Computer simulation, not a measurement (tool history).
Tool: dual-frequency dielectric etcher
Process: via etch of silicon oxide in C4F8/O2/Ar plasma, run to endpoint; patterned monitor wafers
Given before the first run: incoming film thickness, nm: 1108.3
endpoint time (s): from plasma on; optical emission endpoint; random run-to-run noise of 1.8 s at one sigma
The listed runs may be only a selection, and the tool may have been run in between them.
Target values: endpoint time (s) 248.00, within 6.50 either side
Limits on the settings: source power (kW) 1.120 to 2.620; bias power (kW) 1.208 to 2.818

| run | hour | source power (kW) | bias power (kW) | endpoint time (s) |
|---|---|---|---|---|
| 1 | 0.0 | 1.870 | 2.013 | 210.18 |
| 2 | 6.7 | 1.870 | 2.167 | 204.60 |
| 3 | 7.7 | 1.870 | 1.957 | 210.85 |
| 4 | 8.9 | 1.690 | 1.885 | 224.77 |
| 5 | 13.8 | 1.690 | 2.074 | 214.21 |
| 6 | 21.2 | 1.550 | 1.978 | 222.48 |
| 7 | 28.6 | 1.550 | 1.978 | 220.86 |
| 8 | 34.7 | 1.460 | 1.859 | 231.60 |
| 9 | 39.4 | 1.390 | 1.812 | 237.63 |

Which of these 5 next moves meets every target?
| A | 44.1 | 1.640 | 1.776 | ? |
| B | 44.1 | 1.520 | 1.963 | ? |
| C | 44.1 | 1.320 | 2.092 | ? |
| D | 44.1 | 1.620 | 1.558 | ? |
| E | 44.1 | 1.180 | 1.597 | ? |

| move | endpoint time (s) |
|---|---|
| A | 230.16 |
| B | 223.88 |
| C | 224.70 |
| D | 245.72 |
| E | 261.45 |
A: the biggest miss grows against the last run
B: the biggest miss grows against the last run
C: the biggest miss grows against the last run
D: hits every target within its allowed miss
E: carries the result that was furthest off beyond its target, to the other side
Move D is the one to make.
